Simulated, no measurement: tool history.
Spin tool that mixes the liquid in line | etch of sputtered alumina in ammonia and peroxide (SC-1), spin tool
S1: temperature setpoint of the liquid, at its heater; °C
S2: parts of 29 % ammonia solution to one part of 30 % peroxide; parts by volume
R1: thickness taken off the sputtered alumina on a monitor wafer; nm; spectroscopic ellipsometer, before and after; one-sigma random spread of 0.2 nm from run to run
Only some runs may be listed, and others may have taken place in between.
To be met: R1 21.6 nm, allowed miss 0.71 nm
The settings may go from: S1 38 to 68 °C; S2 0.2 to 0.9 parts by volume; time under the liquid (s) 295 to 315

Run 1, hour 0: S1 52 °C, S2 0.5 parts by volume, time under the liquid (s) 295. Result: R1 13.973 nm.
Run 2, hour 4.9: S1 52 °C, S2 0.5 parts by volume, time under the liquid (s) 315. Result: R1 14.644 nm.
Run 3, hour 6.7: S1 54 °C, S2 0.5 parts by volume, time under the liquid (s) 315. Result: R1 16.482 nm.
Run 4, hour 7.7: S1 55.5 °C, S2 0.5 parts by volume, time under the liquid (s) 315. Result: R1 17.712 nm.
Run 5, hour 9.3: S1 55.5 °C, S2 0.55 parts by volume, time under the liquid (s) 315. Result: R1 17.638 nm.
Run 6, hour 14.6: S1 56.5 °C, S2 0.55 parts by volume, time under the liquid (s) 315. Result: R1 19.04 nm.
Run 7, hour 16.3: S1 57 °C, S2 0.55 parts by volume, time under the liquid (s) 315. Result: R1 19.403 nm.
Run 8, hour 21: S1 57.5 °C, S2 0.55 parts by volume, time under the liquid (s) 315. Result: R1 20.211 nm.
Run 9, hour 27.1: S1 58 °C, S2 0.55 parts by volume, time under the liquid (s) 315. Result: R1 20.184 nm.
Run 10, hour 31.3: S1 58.5 °C, S2 0.55 parts by volume, time under the liquid (s) 315. Result: R1 20.884 nm.

Consider the 4 candidate settings below. Which is the only one whose results all fall within their allowed miss of target?
Run A, hour 35.5: S1 59 °C, S2 0.6 parts by volume, time under the liquid (s) 295. Result: R1 ?.
Run B, hour 35.5: S1 59 °C, S2 0.55 parts by volume, time under the liquid (s) 295. Result: R1 ?.
Run C, hour 35.5: S1 57.5 °C, S2 0.65 parts by volume, time under the liquid (s) 315. Result: R1 ?.
Run D, hour 35.5: S1 59.5 °C, S2 0.55 parts by volume, time under the liquid (s) 310. Result: R1 ?.

move      R1
   A  19.845
   B  19.683
   C  19.751
   D  21.224
A: its largest miss is bigger than the last run's
B: its largest miss is bigger than the last run's
C: its largest miss is bigger than the last run's
D: all results land within tolerance of their targets
The move that meets every target is D.
